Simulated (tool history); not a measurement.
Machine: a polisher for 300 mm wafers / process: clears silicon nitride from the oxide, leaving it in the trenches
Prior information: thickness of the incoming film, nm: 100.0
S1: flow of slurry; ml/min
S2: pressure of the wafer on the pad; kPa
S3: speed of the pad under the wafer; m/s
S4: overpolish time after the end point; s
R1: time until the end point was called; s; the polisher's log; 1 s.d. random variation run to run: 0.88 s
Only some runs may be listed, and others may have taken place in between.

run 1 hour=0 | S1=195 S2=22.8 S3=0.84 S4=9 | R1=119.57
run 2 hour=2.9 | S1=240 S2=22.8 S3=0.84 S4=9 | R1=116.8
run 3 hour=4.1 | S1=240 S2=24.8 S3=0.84 S4=9 | R1=107.3
run 4 hour=7.4 | S1=240 S2=26.9 S3=0.86 S4=9 | R1=99.353
run 5 hour=7.9 | S1=240 S2=28.3 S3=0.88 S4=9 | R1=90.371
run 6 hour=9.3 | S1=240 S2=28.3 S3=0.72 S4=9 | R1=111.24
run 7 hour=14.3 | S1=240 S2=29.6 S3=0.76 S4=9 | R1=102.19

Run 8 is up next; what results do you expect?
run 8 hour=18.9 | S1=240 S2=29.6 S3=0.76 S4=9 | R1=?

{"run 8": {"R1": 101.5}}
